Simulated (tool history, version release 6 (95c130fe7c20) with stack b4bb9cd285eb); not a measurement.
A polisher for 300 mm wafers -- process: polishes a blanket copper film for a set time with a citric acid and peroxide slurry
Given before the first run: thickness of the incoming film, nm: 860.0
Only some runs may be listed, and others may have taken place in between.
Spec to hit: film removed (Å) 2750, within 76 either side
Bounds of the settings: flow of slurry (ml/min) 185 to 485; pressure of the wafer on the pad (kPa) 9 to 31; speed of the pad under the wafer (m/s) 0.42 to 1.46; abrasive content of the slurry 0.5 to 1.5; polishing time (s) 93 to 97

run,hour,flow of slurry (ml/min),pressure of the wafer on the pad (kPa),speed of the pad under the wafer (m/s),abrasive content of the slurry,polishing time (s),film removed (Å)
1,0,310,20,0.94,1,93,2138.8
2,5.7,310,20,0.94,1,93,2137.7
3,10,260,20,0.94,1,93,2085.3
4,10.7,310,20,0.94,1,93,2131.4
# hour 12.2: head pressure recalibrated
5,12.2,315,20.7,0.94,1,93,2361.4
6,18.6,325,20.7,0.94,1,93,2370.5
7,26.8,335,20.7,0.94,1,93,2383.6
8,28.9,345,20.7,0.94,1,93,2389.3
9,37.7,355,20.7,0.94,1,93,2349.4
10,41.4,360,20.7,0.94,1,93,2380.2
11,46.4,370,20.7,0.94,1,93,2373.6
12,48,375,20.7,0.94,1,93,2390.2
13,54.6,380,20.7,0.94,1,93,2370.9
14,55.4,385,20.7,0.94,1,93,2400.4
15,62.2,390,20.7,0.94,1,93,2388.3

Below are 5 possible settings for the next run. Only one of them brings all results inside the allowed miss of their targets. Which is it?
A,69,380,22.1,0.92,1,96,?
B,69,425,25.5,0.8,0.9,97,?
C,69,395,22.8,0.92,1.45,97,?
D,69,410,17.2,1.06,0.9,96,?
E,69,370,22.1,0.94,1.15,97,?

move,film removed (Å)
A,2592.4
B,2572.9
C,2988.3
D,2282.8
E,2774.2
A: nearer the targets than the last run, but a result is still out of spec
B: nearer the targets than the last run, but a result is still out of spec
C: the result that was furthest off in the last run now lies on the other side of its target
D: further off than the last run
E: every result lands within tolerance
E meets every target.
